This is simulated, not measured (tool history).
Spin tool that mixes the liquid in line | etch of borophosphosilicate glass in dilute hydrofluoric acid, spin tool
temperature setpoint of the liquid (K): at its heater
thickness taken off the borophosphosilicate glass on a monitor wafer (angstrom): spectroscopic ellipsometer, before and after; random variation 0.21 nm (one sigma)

run  hour  temperature setpoint of the liquid (K)  parts of water to one part of 49 % hydrofluoric acid (parts by volume)  time under the liquid (s)  thickness taken off the borophosphosilicate glass on a monitor wafer (angstrom)
  1     0                                  299.15                                                                     180                        135                                                                           356.77
  2   7.7                                  299.15                                                                     180                        135                                                                           360.99
  3  16.5                                  299.15                                                                     120                        135                                                                           582.81
  4  18.8                                  299.15                                                                      65                        135                                                                           1155.9
  5    26                                  299.15                                                                     105                        135                                                                           671.72
  6  27.4                                  299.15                                                                     160                        135                                                                           416.81

What will run 7 give?
  7  33.5                                  297.65                                                                     170                        135                                                                                ?

{"run 7": {"thickness taken off the borophosphosilicate glass on a monitor wafer (angstrom)": 368.49}}
